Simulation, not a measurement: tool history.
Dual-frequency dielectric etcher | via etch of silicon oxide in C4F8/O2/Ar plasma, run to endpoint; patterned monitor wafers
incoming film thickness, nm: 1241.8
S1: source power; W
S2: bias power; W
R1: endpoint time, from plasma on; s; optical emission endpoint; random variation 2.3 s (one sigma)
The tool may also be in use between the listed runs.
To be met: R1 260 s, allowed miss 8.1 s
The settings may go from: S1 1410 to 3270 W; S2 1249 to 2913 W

run	hour	S1	S2	R1
1	0	2340	2081	219.71
2	5.5	2340	2286	212.55
3	9.7	2650	2286	207.44
4	17.7	3030	2286	197.03
5	23	2610	1973	214.26
6	27.5	2310	1973	223.69
7	32.5	2310	1973	227.02
8	41.1	2120	1872	235.51

Which of these 4 next moves meets every target?
A	49.7	2020	1925	?
B	49.7	2130	1764	?
C	49.7	1730	1567	?
D	49.7	1920	1766	?

move	R1
A	237.2
B	238.61
C	264.37
D	247.14
A: nearer than the last run, and not there yet
B: nearer than the last run, and not there yet
C: meets every target
D: nearer than the last run, and not there yet
Move C is the one to make.

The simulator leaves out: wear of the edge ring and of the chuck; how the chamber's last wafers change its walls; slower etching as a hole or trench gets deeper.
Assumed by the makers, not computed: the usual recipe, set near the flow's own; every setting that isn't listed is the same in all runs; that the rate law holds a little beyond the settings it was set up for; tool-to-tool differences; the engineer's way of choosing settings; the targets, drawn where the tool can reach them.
